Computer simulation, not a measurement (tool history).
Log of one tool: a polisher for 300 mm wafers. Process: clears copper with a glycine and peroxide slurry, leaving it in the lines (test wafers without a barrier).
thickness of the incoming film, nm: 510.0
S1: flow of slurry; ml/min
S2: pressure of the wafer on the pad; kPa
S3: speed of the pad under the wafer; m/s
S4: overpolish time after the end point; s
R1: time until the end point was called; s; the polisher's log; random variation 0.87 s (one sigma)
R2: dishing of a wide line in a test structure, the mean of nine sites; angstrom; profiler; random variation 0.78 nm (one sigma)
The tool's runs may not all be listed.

{"run": 1, "hour": 0.0, "S1": 320, "S2": 22.8, "S3": 1.1, "S4": 23, "R1": 79.989, "R2": 995.69}
{"run": 2, "hour": 7.5, "S1": 320, "S2": 20.0, "S3": 1.1, "S4": 23, "R1": 89.166, "R2": 893.68}
{"run": 3, "hour": 9.3, "S1": 255, "S2": 20.0, "S3": 1.1, "S4": 23, "R1": 92.17, "R2": 908.99}
{"run": 4, "hour": 16.5, "S1": 255, "S2": 20.0, "S3": 1.2, "S4": 23, "R1": 84.98, "R2": 929.16}
{"run": 5, "hour": 22.7, "S1": 255, "S2": 20.0, "S3": 1.2, "S4": 15, "R1": 85.115, "R2": 638.19}
{"run": 6, "hour": 25.4, "S1": 310, "S2": 17.9, "S3": 1.32, "S4": 13, "R1": 82.442, "R2": 573.97}
{"run": 7, "hour": 27.4, "S1": 355, "S2": 16.5, "S3": 1.42, "S4": 12, "R1": 83.557, "R2": 549.65}
{"run": 8, "hour": 35.6, "S1": 315, "S2": 15.9, "S3": 1.48, "S4": 11, "R1": 83.433, "R2": 518.04}
{"run": 9, "hour": 42.2, "S1": 360, "S2": 15.2, "S3": 1.54, "S4": 10, "R1": 82.494, "R2": 470.55}
{"run": 10, "hour": 46.8, "S1": 390, "S2": 15.2, "S3": 1.58, "S4": 9, "R1": 81.915, "R2": 420.97}

The next listed run, before its measurement:
{"run": 11, "hour": 47.5, "S1": 405, "S2": 15.9, "S3": 1.6, "S4": 9, "R1": "?", "R2": "?"}

{"run 11": {"R1": 77.45, "R2": 456.98}}

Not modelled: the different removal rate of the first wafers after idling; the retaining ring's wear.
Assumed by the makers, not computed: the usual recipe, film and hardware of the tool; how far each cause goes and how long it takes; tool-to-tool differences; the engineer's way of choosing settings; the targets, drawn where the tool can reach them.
